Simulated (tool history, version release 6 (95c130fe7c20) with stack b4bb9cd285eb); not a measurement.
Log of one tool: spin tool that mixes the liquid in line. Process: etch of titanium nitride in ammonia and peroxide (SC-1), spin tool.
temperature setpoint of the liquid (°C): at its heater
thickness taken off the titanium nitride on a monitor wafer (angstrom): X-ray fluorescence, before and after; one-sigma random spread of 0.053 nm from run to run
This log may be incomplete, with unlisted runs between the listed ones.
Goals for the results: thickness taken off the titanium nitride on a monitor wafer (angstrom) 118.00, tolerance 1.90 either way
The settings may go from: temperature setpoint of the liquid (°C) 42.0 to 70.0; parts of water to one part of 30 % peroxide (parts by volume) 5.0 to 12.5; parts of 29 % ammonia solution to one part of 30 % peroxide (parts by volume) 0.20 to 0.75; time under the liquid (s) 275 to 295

| run | hour | temperature setpoint of the liquid (°C) | parts of water to one part of 30 % peroxide (parts by volume) | parts of 29 % ammonia solution to one part of 30 % peroxide (parts by volume) | time under the liquid (s) | thickness taken off the titanium nitride on a monitor wafer (angstrom) |
|---|---|---|---|---|---|---|
| 1 | 0.0 | 58.0 | 7.0 | 0.45 | 275 | 163.38 |
| 2 | 1.8 | 58.0 | 7.0 | 0.60 | 275 | 171.97 |
| 3 | 6.5 | 56.5 | 7.0 | 0.60 | 275 | 154.97 |
| 4 | 12.0 | 56.5 | 7.0 | 0.60 | 295 | 166.42 |
| 5 | 17.6 | 55.0 | 7.0 | 0.60 | 295 | 150.54 |
| 6 | 20.1 | 54.0 | 7.0 | 0.60 | 295 | 140.87 |
| 7 | 26.1 | 53.5 | 7.0 | 0.60 | 295 | 134.97 |
| 8 | 28.3 | 53.0 | 7.0 | 0.60 | 295 | 130.27 |
| 9 | 34.8 | 52.5 | 7.0 | 0.60 | 295 | 125.76 |
| 10 | 36.7 | 52.0 | 7.0 | 0.60 | 295 | 121.58 |

Exactly one of the 4 candidate moves below puts every result within its allowed miss. Which one?
| A | 38.6 | 51.5 | 6.0 | 0.75 | 275 | ? |
| B | 38.6 | 53.5 | 9.0 | 0.55 | 295 | ? |
| C | 38.6 | 51.5 | 6.5 | 0.65 | 295 | ? |
| D | 38.6 | 51.0 | 5.5 | 0.75 | 275 | ? |

| move | thickness taken off the titanium nitride on a monitor wafer (angstrom) |
|---|---|
| A | 122.05 |
| B | 117.52 |
| C | 123.45 |
| D | 122.66 |
A: its largest miss is bigger than the last run's
B: every result lands within tolerance
C: its largest miss is bigger than the last run's
D: its largest miss is bigger than the last run's
So the answer is move B, the one that meets all the targets.
